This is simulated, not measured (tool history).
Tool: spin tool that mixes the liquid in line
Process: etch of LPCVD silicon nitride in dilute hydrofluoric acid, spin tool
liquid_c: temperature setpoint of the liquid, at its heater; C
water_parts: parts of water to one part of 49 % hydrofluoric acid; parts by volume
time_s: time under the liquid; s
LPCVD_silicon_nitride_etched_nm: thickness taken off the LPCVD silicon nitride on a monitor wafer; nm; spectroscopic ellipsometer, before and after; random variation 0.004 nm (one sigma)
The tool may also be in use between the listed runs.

run    day  liquid_c  water_parts  time_s  LPCVD_silicon_nitride_etched_nm
  1      0        22           90      40                          0.16423
  2  0.229        22           90      15                          0.05535
  3  0.396      22.5           85      15                         0.063981
  4  0.462      22.5          105      15                         0.053197
  5   0.55      22.5          105      15                          0.05237
  6  0.812      19.5          105      15                         0.045495

The next listed run, before its measurement:
  7  1.042        20          100      15                                ?

{"run 7": {"LPCVD_silicon_nitride_etched_nm": 0.048548}}

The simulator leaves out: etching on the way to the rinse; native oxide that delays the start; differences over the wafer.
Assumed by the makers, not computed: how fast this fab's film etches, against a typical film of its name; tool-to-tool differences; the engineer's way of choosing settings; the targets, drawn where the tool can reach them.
